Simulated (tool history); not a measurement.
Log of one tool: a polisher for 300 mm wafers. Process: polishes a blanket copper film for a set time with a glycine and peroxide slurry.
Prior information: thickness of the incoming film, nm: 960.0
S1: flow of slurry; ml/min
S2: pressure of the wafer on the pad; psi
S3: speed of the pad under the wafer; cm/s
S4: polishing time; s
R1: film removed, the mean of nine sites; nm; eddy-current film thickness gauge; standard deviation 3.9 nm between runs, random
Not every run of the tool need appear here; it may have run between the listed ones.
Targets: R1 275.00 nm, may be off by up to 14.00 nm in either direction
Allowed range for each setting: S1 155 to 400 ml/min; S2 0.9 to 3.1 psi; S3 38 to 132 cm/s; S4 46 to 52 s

run,day,S1,S2,S3,S4,R1
1,0.000,255,2.0,84,52,209.15
2,0.083,255,2.2,86,52,230.69
3,0.367,255,2.3,86,52,231.93
4,0.417,255,2.6,86,52,264.77
5,0.721,255,2.6,66,52,209.78
6,0.996,255,2.7,68,52,222.32
7,1.033,255,2.8,70,52,236.00
8,1.208,255,2.9,72,52,244.24

Which single option among these 4 for the next run brings every result within its allowed miss of target? Just one does.
A,1.383,170,3.1,80,52,?
B,1.383,290,2.9,98,50,?
C,1.383,200,2.9,98,52,?
D,1.383,305,2.8,72,46,?

move,R1
A,269.82
B,304.75
C,306.65
D,213.78
A: every result lands within tolerance
B: the result that was furthest off in the last run now lies on the other side of its target
C: the result that was furthest off in the last run now lies on the other side of its target
D: moves away from the targets compared with the last run
A is the move that brings every result within its allowed miss.
